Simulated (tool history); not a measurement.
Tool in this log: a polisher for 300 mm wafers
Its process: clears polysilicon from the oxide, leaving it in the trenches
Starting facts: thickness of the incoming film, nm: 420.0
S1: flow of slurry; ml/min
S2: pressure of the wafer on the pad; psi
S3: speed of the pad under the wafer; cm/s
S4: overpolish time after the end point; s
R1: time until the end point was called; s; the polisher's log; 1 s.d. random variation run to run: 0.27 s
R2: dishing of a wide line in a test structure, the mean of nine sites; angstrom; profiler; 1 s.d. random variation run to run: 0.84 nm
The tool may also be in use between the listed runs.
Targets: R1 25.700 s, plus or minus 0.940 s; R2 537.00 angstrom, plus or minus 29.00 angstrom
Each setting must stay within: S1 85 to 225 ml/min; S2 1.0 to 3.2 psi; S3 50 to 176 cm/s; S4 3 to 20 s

run	hour	S1	S2	S3	S4	R1	R2
1	0.0	145	2.1	112	10	41.762	450.49
2	5.4	145	2.1	126	10	36.721	464.51
3	13.0	150	2.2	126	10	35.053	490.05
4	16.2	150	1.8	126	10	42.610	444.95
5	20.0	150	1.5	126	10	50.532	416.39
6	21.5	150	1.5	126	13	50.811	443.74
7	25.8	155	1.7	126	12	45.530	448.14
8	27.3	155	1.9	126	12	39.913	478.47

Consider the 5 candidate settings below. Which is the only one whose results all fall within their allowed miss of target?
A	28.8	175	2.5	148	12	?	?
B	28.8	190	2.9	172	6	?	?
C	28.8	130	1.3	92	18	?	?
D	28.8	135	2.6	156	6	?	?
E	28.8	185	2.2	144	9	?	?

move	R1	R2
A	25.928	519.59
B	19.199	478.48
C	79.799	426.49
D	24.368	441.78
E	29.986	472.83
A: all results land within tolerance of their targets
B: takes the result that was furthest off past its target
C: moves away from the targets compared with the last run
D: takes the result that was furthest off past its target
E: moves toward the targets from the last run without getting all of them in spec
A is the move that brings every result within its allowed miss.

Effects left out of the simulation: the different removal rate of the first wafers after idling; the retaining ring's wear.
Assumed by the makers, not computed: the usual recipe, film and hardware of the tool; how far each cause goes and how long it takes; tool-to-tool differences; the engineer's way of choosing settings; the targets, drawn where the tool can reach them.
